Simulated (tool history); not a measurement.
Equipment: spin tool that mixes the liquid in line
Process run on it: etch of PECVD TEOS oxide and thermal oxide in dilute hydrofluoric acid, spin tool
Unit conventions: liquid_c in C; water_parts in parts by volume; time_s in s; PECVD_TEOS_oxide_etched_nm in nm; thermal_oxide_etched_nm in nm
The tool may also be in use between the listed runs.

run    day  liquid_c  water_parts  time_s  PECVD_TEOS_oxide_etched_nm  thermal_oxide_etched_nm
  1  0.000      21.0          200     180                      10.898                   3.2645
  2  0.042      21.0          200     230                      13.779                   4.1869
  3  0.133      21.0          200     290                      17.350                   5.3345
  4  0.229      18.0          200     290                      15.642                   4.7146
  5  0.342      21.5          200     290                      17.659                   5.3289
  6  0.550      24.0          200     290                      19.467                   5.8960
  7  0.583      22.5          225     290                      15.940                   4.8417

Estimate the outcome of run 8 from the log above:
  8  0.871      18.5          305     290                           ?                        ?

Run 8 produced PECVD_TEOS_oxide_etched_nm 9.411 nm, thermal_oxide_etched_nm 2.8270 nm.
